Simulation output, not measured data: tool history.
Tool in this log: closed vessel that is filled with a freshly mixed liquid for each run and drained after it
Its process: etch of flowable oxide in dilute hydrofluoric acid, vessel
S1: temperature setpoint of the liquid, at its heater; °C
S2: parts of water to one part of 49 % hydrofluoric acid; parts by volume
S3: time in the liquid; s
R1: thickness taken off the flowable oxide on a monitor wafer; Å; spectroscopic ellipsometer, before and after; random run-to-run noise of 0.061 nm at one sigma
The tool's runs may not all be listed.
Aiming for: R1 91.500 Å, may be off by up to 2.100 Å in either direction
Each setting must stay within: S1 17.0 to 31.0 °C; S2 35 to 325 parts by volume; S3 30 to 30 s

Run 1, hour 0.0: S1 23.0 °C, S2 180 parts by volume, S3 30 s. Result: R1 77.876 Å.
Run 2, hour 3.4: S1 24.0 °C, S2 180 parts by volume, S3 30 s. Result: R1 81.090 Å.
Run 3, hour 8.8: S1 24.0 °C, S2 180 parts by volume, S3 30 s. Result: R1 81.303 Å.
Run 4, hour 15.1: S1 22.0 °C, S2 180 parts by volume, S3 30 s. Result: R1 74.721 Å.
Run 5, hour 16.9: S1 23.5 °C, S2 180 parts by volume, S3 30 s. Result: R1 79.845 Å.
Run 6, hour 24.3: S1 23.5 °C, S2 180 parts by volume, S3 30 s. Result: R1 80.143 Å.
Run 7, hour 29.7: S1 24.5 °C, S2 180 parts by volume, S3 30 s. Result: R1 82.877 Å.
Run 8, hour 33.6: S1 25.0 °C, S2 180 parts by volume, S3 30 s. Result: R1 84.037 Å.

5 next moves are on the table. One of them brings every result within its allowed miss. Which?
Run A, hour 37.5: S1 18.5 °C, S2 165 parts by volume, S3 30 s. Result: R1 ?.
Run B, hour 37.5: S1 18.0 °C, S2 150 parts by volume, S3 30 s. Result: R1 ?.
Run C, hour 37.5: S1 25.0 °C, S2 185 parts by volume, S3 30 s. Result: R1 ?.
Run D, hour 37.5: S1 25.5 °C, S2 170 parts by volume, S3 30 s. Result: R1 ?.
Run E, hour 37.5: S1 24.5 °C, S2 195 parts by volume, S3 30 s. Result: R1 ?.

move      R1
   A  72.606
   B  79.443
   C  81.429
   D  91.822
   E  75.007
A: misses by more than the last run did
B: misses by more than the last run did
C: misses by more than the last run did
D: every result lands within tolerance
E: misses by more than the last run did
Correct choice: D, which meets every target
